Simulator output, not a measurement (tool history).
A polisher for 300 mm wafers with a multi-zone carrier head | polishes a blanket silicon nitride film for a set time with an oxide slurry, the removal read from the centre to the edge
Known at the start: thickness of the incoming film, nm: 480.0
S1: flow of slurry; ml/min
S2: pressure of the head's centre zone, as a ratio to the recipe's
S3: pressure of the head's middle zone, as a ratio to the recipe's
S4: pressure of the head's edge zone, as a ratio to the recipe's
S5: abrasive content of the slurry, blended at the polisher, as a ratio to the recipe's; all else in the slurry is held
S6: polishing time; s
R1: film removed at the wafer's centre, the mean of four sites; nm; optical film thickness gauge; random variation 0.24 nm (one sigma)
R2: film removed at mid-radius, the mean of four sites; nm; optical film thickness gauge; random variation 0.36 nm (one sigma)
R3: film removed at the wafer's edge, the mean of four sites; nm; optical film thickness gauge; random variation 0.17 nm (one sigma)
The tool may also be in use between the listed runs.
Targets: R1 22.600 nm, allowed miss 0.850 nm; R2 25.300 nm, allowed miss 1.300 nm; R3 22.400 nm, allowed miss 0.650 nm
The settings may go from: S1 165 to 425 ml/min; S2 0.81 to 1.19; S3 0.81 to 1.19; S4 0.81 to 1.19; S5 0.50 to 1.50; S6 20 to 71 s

run,hour,S1,S2,S3,S4,S5,S6,R1,R2,R3
1,0.0,275,1.00,1.00,1.00,1.00,45,31.699,32.058,32.461
2,8.7,275,1.00,1.01,0.99,0.95,45,31.837,30.787,30.844
3,9.8,300,1.00,1.01,0.99,0.95,45,32.356,31.264,31.723
4,11.2,300,1.00,0.94,0.99,0.95,45,32.253,29.812,31.650
5,19.9,290,0.98,0.95,0.97,0.90,45,30.062,29.061,30.245
6,21.1,290,0.98,0.95,0.97,1.00,45,31.543,29.760,32.189
7,22.0,285,0.97,0.96,0.96,0.95,45,30.496,30.096,31.151
8,29.7,270,0.92,0.95,0.86,0.70,42,22.744,23.779,22.832

Which of these 4 next moves meets every target?
A,37.4,305,0.91,0.95,0.89,0.65,43,?,?,?
B,37.4,265,0.91,1.05,0.81,0.70,42,?,?,?
C,37.4,375,0.98,0.94,1.02,0.60,42,?,?,?
D,37.4,220,0.86,0.92,0.87,0.55,52,?,?,?

move,R1,R2,R3
A,22.525,22.839,22.628
B,22.715,25.087,21.948
C,22.914,21.321,22.646
D,21.958,23.054,23.443
A: further off than the last run
B: meets every target
C: further off than the last run
D: further off than the last run
Move B is the one to make.
